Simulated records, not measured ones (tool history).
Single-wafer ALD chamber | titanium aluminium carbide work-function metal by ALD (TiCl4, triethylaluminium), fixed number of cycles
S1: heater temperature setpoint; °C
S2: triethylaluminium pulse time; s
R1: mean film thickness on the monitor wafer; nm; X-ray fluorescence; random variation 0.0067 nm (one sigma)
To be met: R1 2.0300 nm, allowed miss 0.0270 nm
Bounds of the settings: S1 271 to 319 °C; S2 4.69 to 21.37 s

| run | day | S1 | S2 | R1 |
|---|---|---|---|---|
| 1 | 0.000 | 295 | 13.03 | 2.2125 |
| 2 | 0.262 | 295 | 15.88 | 2.2247 |
| 3 | 0.329 | 295 | 13.11 | 2.2099 |
| 4 | 0.408 | 301 | 13.11 | 2.2512 |
| 5 | 0.488 | 301 | 16.67 | 2.2845 |
| 6 | 0.833 | 301 | 20.06 | 2.2688 |
| 7 | 0.946 | 295 | 20.05 | 2.2326 |
| 8 | 1.192 | 290 | 18.82 | 2.1768 |
| 9 | 1.517 | 287 | 18.73 | 2.1691 |
| 10 | 1.642 | 284 | 17.36 | 2.1335 |

5 next moves are on the table. One of them brings every result within its allowed miss. Which?
| A | 1.767 | 275 | 12.86 | ? |
| B | 1.767 | 279 | 13.64 | ? |
| C | 1.767 | 297 | 18.41 | ? |
| D | 1.767 | 278 | 14.68 | ? |
| E | 1.767 | 281 | 19.17 | ? |

| move | R1 |
|---|---|
| A | 2.0348 |
| B | 2.0744 |
| C | 2.2448 |
| D | 2.0716 |
| E | 2.1077 |
A: meets every target
B: nearer than the last run, and not there yet
C: further off than the last run
D: nearer than the last run, and not there yet
E: nearer than the last run, and not there yet
Move A is the one to make.
